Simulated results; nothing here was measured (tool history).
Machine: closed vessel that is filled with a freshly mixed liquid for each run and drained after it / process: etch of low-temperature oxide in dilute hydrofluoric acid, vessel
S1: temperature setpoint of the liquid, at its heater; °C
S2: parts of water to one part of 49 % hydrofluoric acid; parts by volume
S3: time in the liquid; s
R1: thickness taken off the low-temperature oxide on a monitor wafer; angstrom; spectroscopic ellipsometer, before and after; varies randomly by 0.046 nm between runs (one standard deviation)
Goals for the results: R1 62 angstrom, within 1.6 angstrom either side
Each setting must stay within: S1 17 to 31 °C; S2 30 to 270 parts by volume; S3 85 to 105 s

{"run": 1, "hour": 0.0, "S1": 23, "S2": 150, "S3": 105, "R1": 93.639}
{"run": 2, "hour": 4.0, "S1": 23, "S2": 190, "S3": 105, "R1": 70.746}
{"run": 3, "hour": 10.3, "S1": 23, "S2": 145, "S3": 105, "R1": 98.177}
{"run": 4, "hour": 19.4, "S1": 23, "S2": 175, "S3": 105, "R1": 77.016}
{"run": 5, "hour": 22.5, "S1": 23, "S2": 195, "S3": 105, "R1": 68.345}
{"hour": 23.8, "done": "hydrofluoric acid flow meter replaced"}
{"run": 6, "hour": 23.8, "S1": 21.5, "S2": 195, "S3": 105, "R1": 73.279}
{"run": 7, "hour": 28.0, "S1": 22, "S2": 195, "S3": 105, "R1": 75.311}
{"run": 8, "hour": 29.3, "S1": 22.5, "S2": 195, "S3": 105, "R1": 76.52}
{"run": 9, "hour": 31.7, "S1": 23, "S2": 200, "S3": 105, "R1": 74.875}
{"run": 10, "hour": 35.2, "S1": 22.5, "S2": 200, "S3": 105, "R1": 74.028}

Consider the 4 candidate settings below. Which is the only one whose results all fall within their allowed miss of target?
{"run": "A", "hour": 38.7, "S1": 25, "S2": 210, "S3": 85, "R1": "?"}
{"run": "B", "hour": 38.7, "S1": 22.5, "S2": 205, "S3": 85, "R1": "?"}
{"run": "C", "hour": 38.7, "S1": 21.5, "S2": 195, "S3": 85, "R1": "?"}
{"run": "D", "hour": 38.7, "S1": 22.5, "S2": 190, "S3": 105, "R1": "?"}

move=A R1=61.941
move=B R1=58.17
move=C R1=59.494
move=D R1=78.752
A: in spec on every target
B: takes the result that was furthest off past its target
C: takes the result that was furthest off past its target
D: lands further from the targets than the last run did
The move that meets every target is A.
